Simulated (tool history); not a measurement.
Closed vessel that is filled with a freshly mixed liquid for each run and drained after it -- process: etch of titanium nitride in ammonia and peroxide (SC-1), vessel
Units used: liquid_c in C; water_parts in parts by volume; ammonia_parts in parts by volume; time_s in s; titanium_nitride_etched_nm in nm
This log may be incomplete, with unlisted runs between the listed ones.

run,hour,liquid_c,water_parts,ammonia_parts,time_s,titanium_nitride_etched_nm
1,0,57,19,0.8,250,29.499
2,1.6,57,19,0.8,250,29.998
3,7.2,58.5,19,0.8,250,33.011
4,16.4,60,19,0.8,250,35.735
5,19.6,60,15,0.8,250,41.288
6,22.3,61,15,0.8,250,44.41
7,29.1,62,15,0.8,250,46.338
8,36.2,63,15,0.8,250,50.601
9,39.8,63.5,15,0.8,250,51.105
10,40.9,64,15,0.8,250,53.178
11,47.4,64.5,15,0.8,250,54.005
12,50.7,65,15,0.8,250,56.66
13,59.5,65.5,15,0.8,250,59.173

Run 14, settings as shown, results not yet in. Your forecast:
14,60.9,66,15,0.8,250,?

Logged for run 14: titanium_nitride_etched_nm 60.33 nm.

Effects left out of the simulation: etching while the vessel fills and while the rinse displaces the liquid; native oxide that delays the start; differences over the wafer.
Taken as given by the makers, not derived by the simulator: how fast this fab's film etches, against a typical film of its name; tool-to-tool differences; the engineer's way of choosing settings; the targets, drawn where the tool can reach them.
